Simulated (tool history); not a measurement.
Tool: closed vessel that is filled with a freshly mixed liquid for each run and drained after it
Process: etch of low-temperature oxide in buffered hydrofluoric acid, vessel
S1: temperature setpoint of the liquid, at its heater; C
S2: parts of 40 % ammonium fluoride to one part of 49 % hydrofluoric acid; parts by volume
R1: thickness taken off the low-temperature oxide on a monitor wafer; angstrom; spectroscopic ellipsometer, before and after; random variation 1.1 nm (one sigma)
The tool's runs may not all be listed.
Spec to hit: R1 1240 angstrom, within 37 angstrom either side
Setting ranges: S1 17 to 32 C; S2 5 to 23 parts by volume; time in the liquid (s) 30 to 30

run 1 day=0 | S1=24 S2=14 time_in_the_liquid_(s)=30 | R1=507.82
run 2 day=0.204 | S1=24 S2=14 time_in_the_liquid_(s)=30 | R1=505.04
run 3 day=0.479 | S1=26 S2=12 time_in_the_liquid_(s)=30 | R1=664.04
run 4 day=0.833 | S1=29.5 S2=12 time_in_the_liquid_(s)=30 | R1=796.75
run 5 day=0.942 | S1=30 S2=11 time_in_the_liquid_(s)=30 | R1=891.14
run 6 day=1.275 | S1=30.5 S2=10 time_in_the_liquid_(s)=30 | R1=997.07
run 7 day=1.583 | S1=31 S2=9.5 time_in_the_liquid_(s)=30 | R1=1061.8
run 8 day=1.938 | S1=31.5 S2=9 time_in_the_liquid_(s)=30 | R1=1150.6
-- day=2.229 hydrofluoric acid flow meter replaced
run 9 day=2.229 | S1=32 S2=8.5 time_in_the_liquid_(s)=30 | R1=1324.1
run 10 day=2.6 | S1=31.5 S2=8.5 time_in_the_liquid_(s)=30 | R1=1284

4 candidate next runs follow, results not yet known. Just one meets every target within its allowed miss. Identify it.
run A day=2.971 | S1=28 S2=7 time_in_the_liquid_(s)=30 | R1=?
run B day=2.971 | S1=32 S2=8.5 time_in_the_liquid_(s)=30 | R1=?
run C day=2.971 | S1=30.5 S2=8 time_in_the_liquid_(s)=30 | R1=?
run D day=2.971 | S1=28 S2=7.5 time_in_the_liquid_(s)=30 | R1=?

move=A R1=1310.1
move=B R1=1309.9
move=C R1=1293.8
move=D R1=1216.2
A: moves away from the targets compared with the last run
B: moves away from the targets compared with the last run
C: moves away from the targets compared with the last run
D: all results in spec
D is the move that brings every result within its allowed miss.
